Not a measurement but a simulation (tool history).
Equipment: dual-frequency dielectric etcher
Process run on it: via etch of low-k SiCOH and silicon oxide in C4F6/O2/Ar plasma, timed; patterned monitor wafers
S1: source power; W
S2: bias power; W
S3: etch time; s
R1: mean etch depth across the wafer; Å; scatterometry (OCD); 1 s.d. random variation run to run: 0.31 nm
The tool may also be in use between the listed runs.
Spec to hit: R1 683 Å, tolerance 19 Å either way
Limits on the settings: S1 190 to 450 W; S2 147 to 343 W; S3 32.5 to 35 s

run,hour,S1,S2,S3,R1
1,0,320,245,35,836.13
2,4.1,300,235,34.5,783.32
3,7.1,270,235,34.5,754.01
4,13.2,270,264,34.5,777.67
5,21,260,260,34.5,761.05
6,25.5,280,260,34.5,791.26
# hour 34.2: wet clean of the chamber
7,34.2,220,240,34,704.4
8,38.7,220,239,34,702.79
9,42.4,220,238,34,703.02

Exactly one of the 4 candidate moves below puts every result within its allowed miss. Which one?
A,46.1,260,243,32.5,?
B,46.1,220,195,35,?
C,46.1,250,232,34,?
D,46.1,220,244,35,?

move,R1
A,728.23
B,684.8
C,739.01
D,728.85
A: the biggest miss grows against the last run
B: each result inside its tolerance
C: the biggest miss grows against the last run
D: the biggest miss grows against the last run
B is the move that brings every result within its allowed miss.
